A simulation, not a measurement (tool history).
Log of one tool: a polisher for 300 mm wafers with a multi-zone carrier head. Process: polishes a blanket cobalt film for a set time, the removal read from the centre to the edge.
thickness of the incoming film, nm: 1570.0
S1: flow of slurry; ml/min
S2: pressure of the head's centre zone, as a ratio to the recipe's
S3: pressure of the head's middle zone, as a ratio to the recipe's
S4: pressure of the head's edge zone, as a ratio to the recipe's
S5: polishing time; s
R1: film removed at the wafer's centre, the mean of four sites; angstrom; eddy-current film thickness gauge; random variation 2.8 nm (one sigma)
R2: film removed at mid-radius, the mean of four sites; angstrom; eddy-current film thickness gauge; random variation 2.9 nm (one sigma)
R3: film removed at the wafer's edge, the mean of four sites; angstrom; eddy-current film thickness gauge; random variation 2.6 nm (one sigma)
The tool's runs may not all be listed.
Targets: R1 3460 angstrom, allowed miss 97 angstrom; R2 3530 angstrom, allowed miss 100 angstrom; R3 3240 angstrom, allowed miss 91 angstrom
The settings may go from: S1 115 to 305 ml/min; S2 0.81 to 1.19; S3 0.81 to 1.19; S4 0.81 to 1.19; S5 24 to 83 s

| run | hour | S1 | S2 | S3 | S4 | S5 | R1 | R2 | R3 |
|---|---|---|---|---|---|---|---|---|---|
| 1 | 0 | 195 | 1 | 1 | 1 | 53 | 2872.7 | 2915.3 | 2866.8 |
| 2 | 2 | 210 | 1.02 | 1.02 | 1.02 | 53 | 2965.8 | 2971.6 | 2904.8 |
| 3 | 9.4 | 250 | 1.02 | 1.02 | 1.02 | 53 | 3051.1 | 3057.9 | 2934.1 |
| 4 | 14.1 | 255 | 1.03 | 1.04 | 1.04 | 53 | 3074.9 | 3035 | 3001.6 |
| 5 | 22.5 | 260 | 1.04 | 1.06 | 1.04 | 54 | 3153.9 | 3275.6 | 3073.4 |
| 6 | 23.8 | 265 | 1.05 | 1.07 | 1.05 | 54 | 3232.3 | 3229.3 | 3108 |
| 7 | 30.4 | 270 | 1.06 | 1.08 | 1.05 | 54 | 3299.9 | 3296 | 3097.7 |
| 8 | 35.3 | 275 | 1.06 | 1.09 | 1.06 | 54 | 3280 | 3302.2 | 3106.3 |
| 9 | 36.9 | 275 | 1.06 | 1.1 | 1.07 | 54 | 3300 | 3343.3 | 3175.4 |
| 10 | 41.5 | 280 | 1.07 | 1.11 | 1.07 | 54 | 3300.7 | 3326.2 | 3118.6 |
| 11 | 47.4 | 285 | 1.07 | 1.12 | 1.07 | 54 | 3274.5 | 3349.1 | 3124.5 |
| 12 | 51.6 | 285 | 1.08 | 1.13 | 1.07 | 54 | 3330.9 | 3411.7 | 3134.9 |

Which of these 4 next moves meets every target?
| A | 55.8 | 295 | 1 | 1.18 | 1 | 55 | ? | ? | ? |
| B | 55.8 | 270 | 1.14 | 1.18 | 0.98 | 59 | ? | ? | ? |
| C | 55.8 | 205 | 1.07 | 1.1 | 1.02 | 59 | ? | ? | ? |
| D | 55.8 | 255 | 1.11 | 1.07 | 1.11 | 55 | ? | ? | ? |

| move | R1 | R2 | R3 |
|---|---|---|---|
| A | 3141.5 | 3614.9 | 3048.7 |
| B | 3809.3 | 3842.1 | 3221.7 |
| C | 3453.5 | 3509.8 | 3206.8 |
| D | 3432.1 | 3273.8 | 3161.4 |
A: further off than the last run
B: takes the result that was furthest off past its target
C: meets every target
D: brings the result that was furthest off to its target, and leaves another outside
The right move is C.
